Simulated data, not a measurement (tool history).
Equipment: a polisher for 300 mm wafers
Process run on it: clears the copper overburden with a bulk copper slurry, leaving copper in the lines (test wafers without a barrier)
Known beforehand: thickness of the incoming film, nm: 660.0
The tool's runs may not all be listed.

| run | hour | flow of slurry (ml/min) | pressure of the wafer on the pad (psi) | speed of the pad under the wafer (cm/s) | abrasive content of the slurry | overpolish time after the end point (s) | time until the end point was called (s) | dishing of a wide line in a test structure (nm) |
|---|---|---|---|---|---|---|---|---|
| 1 | 0.0 | 235 | 3.3 | 90 | 1.00 | 15 | 76.702 | 21.830 |
| 2 | 2.4 | 235 | 3.3 | 90 | 0.80 | 15 | 80.013 | 21.949 |
| 3 | 7.1 | 235 | 3.3 | 90 | 0.80 | 20 | 77.226 | 22.358 |
| 4 | 8.8 | 235 | 3.3 | 94 | 0.95 | 16 | 73.798 | 22.268 |
| 5 | 17.1 | 235 | 4.0 | 94 | 0.95 | 16 | 61.314 | 22.767 |
| 6 | 23.0 | 235 | 4.7 | 94 | 0.95 | 16 | 51.026 | 22.937 |
| 7 | 31.8 | 240 | 4.3 | 88 | 0.95 | 9 | 60.733 | 21.811 |
| 8 | 39.5 | 250 | 4.3 | 88 | 1.00 | 8 | 60.701 | 21.471 |
| 9 | 43.3 | 315 | 4.0 | 92 | 1.25 | 4 | 56.812 | 17.355 |

Predict the results of run 10:
| 10 | 45.2 | 305 | 4.0 | 92 | 1.20 | 5 | ? | ? |

{"run 10": {"time until the end point was called (s)": 57.411, "dishing of a wide line in a test structure (nm)": 19.21}}
